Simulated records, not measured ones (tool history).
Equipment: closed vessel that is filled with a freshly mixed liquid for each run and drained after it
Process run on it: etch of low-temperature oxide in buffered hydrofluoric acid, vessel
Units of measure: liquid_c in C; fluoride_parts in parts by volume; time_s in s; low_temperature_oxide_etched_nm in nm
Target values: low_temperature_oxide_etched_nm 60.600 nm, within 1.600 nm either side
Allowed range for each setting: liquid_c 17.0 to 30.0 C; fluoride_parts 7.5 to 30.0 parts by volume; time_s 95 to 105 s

run,hour,liquid_c,fluoride_parts,time_s,low_temperature_oxide_etched_nm
1,0.0,22.0,22.0,95,70.939
2,2.2,22.0,26.0,95,62.550
3,4.8,22.0,26.0,105,69.238
4,10.4,21.5,26.0,105,66.656
5,16.2,21.0,26.0,105,65.102
6,25.2,23.0,26.0,105,73.202
# hour 26.1: thermometer replaced
7,26.1,22.0,26.0,105,76.138
8,30.1,21.0,26.0,105,71.337

Pick the move, out of 4, that brings all results within their allowed miss; only one does.
A,34.1,23.0,22.0,95,?
B,34.1,20.0,30.0,105,?
C,34.1,19.5,19.0,100,?
D,34.1,19.5,16.0,95,?

move,low_temperature_oxide_etched_nm
A,81.101
B,61.216
C,78.910
D,88.817
A: misses by more than the last run did
B: all results in spec
C: misses by more than the last run did
D: misses by more than the last run did
Answer: B

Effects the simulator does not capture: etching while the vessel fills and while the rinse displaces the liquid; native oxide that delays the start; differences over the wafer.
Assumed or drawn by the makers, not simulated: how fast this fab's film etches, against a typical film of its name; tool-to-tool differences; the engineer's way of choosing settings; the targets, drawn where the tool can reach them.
